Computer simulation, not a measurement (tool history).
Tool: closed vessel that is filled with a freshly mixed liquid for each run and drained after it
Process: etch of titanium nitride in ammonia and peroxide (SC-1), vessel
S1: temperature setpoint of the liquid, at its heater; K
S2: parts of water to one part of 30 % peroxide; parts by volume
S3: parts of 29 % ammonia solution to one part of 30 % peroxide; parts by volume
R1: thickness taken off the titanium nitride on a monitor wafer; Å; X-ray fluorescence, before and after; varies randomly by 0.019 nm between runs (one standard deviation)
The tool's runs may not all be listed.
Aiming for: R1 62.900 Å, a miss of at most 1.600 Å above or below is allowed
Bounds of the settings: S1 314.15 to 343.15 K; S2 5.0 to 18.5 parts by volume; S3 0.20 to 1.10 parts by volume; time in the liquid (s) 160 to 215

Run 1, day 0.000: S1 330.15 K, S2 10.5 parts by volume, S3 0.60 parts by volume, time in the liquid (s) 215. Result: R1 163.630 Å.
Run 2, day 0.238: S1 330.15 K, S2 10.5 parts by volume, S3 0.40 parts by volume, time in the liquid (s) 215. Result: R1 152.140 Å.
Run 3, day 0.454: S1 327.15 K, S2 10.5 parts by volume, S3 0.40 parts by volume, time in the liquid (s) 215. Result: R1 124.410 Å.
Run 4, day 0.808: S1 327.15 K, S2 7.0 parts by volume, S3 0.40 parts by volume, time in the liquid (s) 215. Result: R1 154.000 Å.
Run 5, day 1.046: S1 327.15 K, S2 7.0 parts by volume, S3 0.40 parts by volume, time in the liquid (s) 160. Result: R1 113.710 Å.
Run 6, day 1.175: S1 327.15 K, S2 7.0 parts by volume, S3 0.40 parts by volume, time in the liquid (s) 160. Result: R1 114.220 Å.
Run 7, day 1.512: S1 325.15 K, S2 7.0 parts by volume, S3 0.40 parts by volume, time in the liquid (s) 160. Result: R1 99.835 Å.
Run 8, day 1.883: S1 323.65 K, S2 7.0 parts by volume, S3 0.40 parts by volume, time in the liquid (s) 160. Result: R1 89.748 Å.
Run 9, day 1.975: S1 322.65 K, S2 7.0 parts by volume, S3 0.40 parts by volume, time in the liquid (s) 160. Result: R1 84.073 Å.
Run 10, day 2.050: S1 321.65 K, S2 7.0 parts by volume, S3 0.40 parts by volume, time in the liquid (s) 160. Result: R1 78.051 Å.
Run 11, day 2.396: S1 321.15 K, S2 7.0 parts by volume, S3 0.40 parts by volume, time in the liquid (s) 160. Result: R1 75.328 Å.
Run 12, day 2.662: S1 320.65 K, S2 7.0 parts by volume, S3 0.40 parts by volume, time in the liquid (s) 160. Result: R1 72.577 Å.
Run 13, day 2.925: S1 320.15 K, S2 7.0 parts by volume, S3 0.40 parts by volume, time in the liquid (s) 160. Result: R1 70.737 Å.
Run 14, day 3.254: S1 319.65 K, S2 7.0 parts by volume, S3 0.40 parts by volume, time in the liquid (s) 160. Result: R1 67.687 Å.
Run 15, day 3.442: S1 318.15 K, S2 7.0 parts by volume, S3 0.40 parts by volume, time in the liquid (s) 160. Result: R1 60.894 Å.

Next run, 5 choices. One meets every target within its allowed miss, the rest don't. Which?
Run A, day 3.629: S1 316.15 K, S2 6.0 parts by volume, S3 0.40 parts by volume, time in the liquid (s) 190. Result: R1 ?.
Run B, day 3.629: S1 318.15 K, S2 6.0 parts by volume, S3 0.40 parts by volume, time in the liquid (s) 160. Result: R1 ?.
Run C, day 3.629: S1 315.65 K, S2 5.0 parts by volume, S3 0.20 parts by volume, time in the liquid (s) 190. Result: R1 ?.
Run D, day 3.629: S1 314.15 K, S2 7.5 parts by volume, S3 0.45 parts by volume, time in the liquid (s) 210. Result: R1 ?.
Run E, day 3.629: S1 317.65 K, S2 6.5 parts by volume, S3 0.20 parts by volume, time in the liquid (s) 195. Result: R1 ?.

move      R1
   A  67.583
   B  65.771
   C  63.082
   D  58.932
   E  65.729
A: takes the biggest miss from the last run beyond its target
B: takes the biggest miss from the last run beyond its target
C: meets every target
D: its largest miss is bigger than the last run's
E: takes the biggest miss from the last run beyond its target
Correct choice: C, which meets every target
